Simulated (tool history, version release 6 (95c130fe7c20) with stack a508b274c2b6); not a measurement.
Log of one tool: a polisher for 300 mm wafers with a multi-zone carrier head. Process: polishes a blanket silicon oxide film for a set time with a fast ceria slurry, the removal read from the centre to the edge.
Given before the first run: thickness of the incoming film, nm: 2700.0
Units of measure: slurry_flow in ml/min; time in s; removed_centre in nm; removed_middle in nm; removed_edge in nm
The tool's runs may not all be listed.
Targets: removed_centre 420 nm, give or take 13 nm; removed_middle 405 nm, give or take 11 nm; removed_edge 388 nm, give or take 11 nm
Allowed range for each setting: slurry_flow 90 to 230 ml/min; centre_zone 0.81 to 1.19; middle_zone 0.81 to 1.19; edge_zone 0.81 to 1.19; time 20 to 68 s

run 1 hour=0 | slurry_flow=150 centre_zone=1 middle_zone=1 edge_zone=1 time=44 | removed_centre=589.28 removed_middle=580.32 removed_edge=572.73
run 2 hour=4.1 | slurry_flow=145 centre_zone=0.99 middle_zone=0.98 edge_zone=0.95 time=40 | removed_centre=521.39 removed_middle=520.5 removed_edge=505.92
run 3 hour=12.2 | slurry_flow=140 centre_zone=1 middle_zone=0.96 edge_zone=0.91 time=37 | removed_centre=490.44 removed_middle=461.93 removed_edge=462.99
run 4 hour=18.8 | slurry_flow=140 centre_zone=1 middle_zone=0.96 edge_zone=0.91 time=46 | removed_centre=604.18 removed_middle=582.49 removed_edge=575.36
run 5 hour=21 | slurry_flow=140 centre_zone=1 middle_zone=1.03 edge_zone=0.91 time=46 | removed_centre=593.4 removed_middle=619.58 removed_edge=579.01
run 6 hour=26 | slurry_flow=150 centre_zone=0.99 middle_zone=1.01 edge_zone=0.89 time=40 | removed_centre=517.55 removed_middle=535.97 removed_edge=497.13
run 7 hour=31.8 | slurry_flow=155 centre_zone=0.98 middle_zone=0.98 edge_zone=0.87 time=37 | removed_centre=483.05 removed_middle=482 removed_edge=458.42
run 8 hour=32.8 | slurry_flow=155 centre_zone=0.98 middle_zone=0.97 edge_zone=0.85 time=35 | removed_centre=450.23 removed_middle=455.54 removed_edge=425.4
run 9 hour=41.6 | slurry_flow=150 centre_zone=0.98 middle_zone=0.96 edge_zone=0.84 time=34 | removed_centre=438.39 removed_middle=440.5 removed_edge=403.89
run 10 hour=45 | slurry_flow=140 centre_zone=0.98 middle_zone=0.95 edge_zone=0.85 time=34 | removed_centre=434.27 removed_middle=430.38 removed_edge=409.85
run 11 hour=49.2 | slurry_flow=135 centre_zone=0.99 middle_zone=0.94 edge_zone=0.84 time=34 | removed_centre=438.64 removed_middle=425.59 removed_edge=400.63
run 12 hour=56.2 | slurry_flow=125 centre_zone=0.99 middle_zone=0.93 edge_zone=0.84 time=34 | removed_centre=431.14 removed_middle=411.01 removed_edge=398.68

Which of these 5 next moves meets every target?
run A hour=63.2 | slurry_flow=160 centre_zone=0.99 middle_zone=0.9 edge_zone=0.91 time=33 | removed_centre=? removed_middle=? removed_edge=?
run B hour=63.2 | slurry_flow=140 centre_zone=1 middle_zone=0.97 edge_zone=0.81 time=34 | removed_centre=? removed_middle=? removed_edge=?
run C hour=63.2 | slurry_flow=150 centre_zone=0.99 middle_zone=0.94 edge_zone=0.85 time=32 | removed_centre=? removed_middle=? removed_edge=?
run D hour=63.2 | slurry_flow=130 centre_zone=0.94 middle_zone=0.96 edge_zone=0.84 time=34 | removed_centre=? removed_middle=? removed_edge=?
run E hour=63.2 | slurry_flow=200 centre_zone=0.93 middle_zone=0.93 edge_zone=0.92 time=32 | removed_centre=? removed_middle=? removed_edge=?

move=A removed_centre=436.81 removed_middle=408.08 removed_edge=413.03
move=B removed_centre=445.04 removed_middle=434.54 removed_edge=398.35
move=C removed_centre=419.56 removed_middle=404.08 removed_edge=385.71
move=D removed_centre=416.43 removed_middle=427.05 removed_edge=401.81
move=E removed_centre=413.78 removed_middle=416.24 removed_edge=410.72
A: misses by more than the last run did
B: meets the target for the result that was furthest off, but another lies outside its allowed miss
C: every result within its allowed miss
D: misses by more than the last run did
E: misses by more than the last run did
So the answer is move C, the one that meets all the targets.
